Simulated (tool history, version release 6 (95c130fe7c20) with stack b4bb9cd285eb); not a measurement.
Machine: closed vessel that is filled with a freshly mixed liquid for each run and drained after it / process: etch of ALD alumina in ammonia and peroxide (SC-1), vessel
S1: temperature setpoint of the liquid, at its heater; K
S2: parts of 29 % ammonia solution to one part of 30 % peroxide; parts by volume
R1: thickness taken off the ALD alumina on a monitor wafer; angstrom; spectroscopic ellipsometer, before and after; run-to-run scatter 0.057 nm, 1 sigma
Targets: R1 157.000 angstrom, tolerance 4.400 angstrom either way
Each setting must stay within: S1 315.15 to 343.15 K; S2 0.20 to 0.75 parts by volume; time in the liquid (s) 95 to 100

{"run": 1, "day": 0.0, "S1": 331.15, "S2": 0.45, "time in the liquid (s)": 95, "R1": 93.096}
{"run": 2, "day": 0.362, "S1": 325.15, "S2": 0.45, "time in the liquid (s)": 95, "R1": 67.606}
{"run": 3, "day": 0.717, "S1": 325.15, "S2": 0.3, "time in the liquid (s)": 95, "R1": 64.978}
{"run": 4, "day": 1.012, "S1": 328.65, "S2": 0.3, "time in the liquid (s)": 95, "R1": 78.237}
{"run": 5, "day": 1.071, "S1": 331.15, "S2": 0.3, "time in the liquid (s)": 95, "R1": 89.214}
{"run": 6, "day": 1.383, "S1": 331.15, "S2": 0.3, "time in the liquid (s)": 100, "R1": 94.138}
{"run": 7, "day": 1.558, "S1": 333.65, "S2": 0.3, "time in the liquid (s)": 100, "R1": 106.5}
{"run": 8, "day": 1.925, "S1": 335.65, "S2": 0.3, "time in the liquid (s)": 100, "R1": 119.12}
{"run": 9, "day": 1.971, "S1": 336.65, "S2": 0.3, "time in the liquid (s)": 100, "R1": 124.43}
{"run": 10, "day": 2.042, "S1": 337.65, "S2": 0.3, "time in the liquid (s)": 100, "R1": 130.89}
{"run": 11, "day": 2.275, "S1": 338.65, "S2": 0.3, "time in the liquid (s)": 100, "R1": 137.27}

Pick the move, out of 5, that brings all results within their allowed miss; only one does.
{"run": "A", "day": 2.508, "S1": 336.15, "S2": 0.45, "time in the liquid (s)": 95, "R1": "?"}
{"run": "B", "day": 2.508, "S1": 335.65, "S2": 0.2, "time in the liquid (s)": 100, "R1": "?"}
{"run": "C", "day": 2.508, "S1": 335.15, "S2": 0.35, "time in the liquid (s)": 95, "R1": "?"}
{"run": "D", "day": 2.508, "S1": 341.15, "S2": 0.3, "time in the liquid (s)": 100, "R1": "?"}
{"run": "E", "day": 2.508, "S1": 342.65, "S2": 0.25, "time in the liquid (s)": 100, "R1": "?"}

move=A R1=119.830
move=B R1=113.910
move=C R1=111.260
move=D R1=155.490
move=E R1=164.350
A: further off than the last run
B: further off than the last run
C: further off than the last run
D: every result within its allowed miss
E: takes the result that was furthest off past its target
Answer: D
